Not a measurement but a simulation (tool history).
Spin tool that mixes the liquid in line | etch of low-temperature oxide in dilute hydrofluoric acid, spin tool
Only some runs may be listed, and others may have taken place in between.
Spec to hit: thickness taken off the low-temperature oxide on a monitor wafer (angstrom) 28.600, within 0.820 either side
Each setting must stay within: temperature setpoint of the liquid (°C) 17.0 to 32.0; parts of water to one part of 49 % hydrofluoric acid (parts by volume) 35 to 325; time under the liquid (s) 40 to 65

run  hour  temperature setpoint of the liquid (°C)  parts of water to one part of 49 % hydrofluoric acid (parts by volume)  time under the liquid (s)  thickness taken off the low-temperature oxide on a monitor wafer (angstrom)
  1   0.0                                     24.0                                                                     180                         65                                                                       39.187
  2   5.0                                     22.0                                                                     185                         65                                                                       34.906
  3   9.7                                     22.0                                                                     135                         65                                                                       51.549
  4  16.5                                     20.5                                                                     155                         65                                                                       41.053
  5  20.6                                     19.5                                                                     165                         65                                                                       36.730
  6  23.7                                     18.5                                                                     170                         65                                                                       34.034
  7  31.7                                     18.0                                                                     175                         65                                                                       32.195
  8  39.4                                     17.5                                                                     180                         65                                                                       30.704

Which single option among these 4 for the next run brings every result within its allowed miss of target? Just one does.
  A  47.1                                     17.0                                                                     195                         65                                                                            ?
  B  47.1                                     17.0                                                                     175                         65                                                                            ?
  C  47.1                                     18.0                                                                     195                         65                                                                            ?
  D  47.1                                     17.0                                                                     130                         40                                                                            ?

move  thickness taken off the low-temperature oxide on a monitor wafer (angstrom)
   A                                                                       27.324
   B                                                                       31.044
   C                                                                       28.427
   D                                                                       26.907
A: moves the result that the last run missed by most past its target, out the other side
B: the biggest miss grows against the last run
C: in spec on every target
D: moves the result that the last run missed by most past its target, out the other side
C is the move that brings every result within its allowed miss.
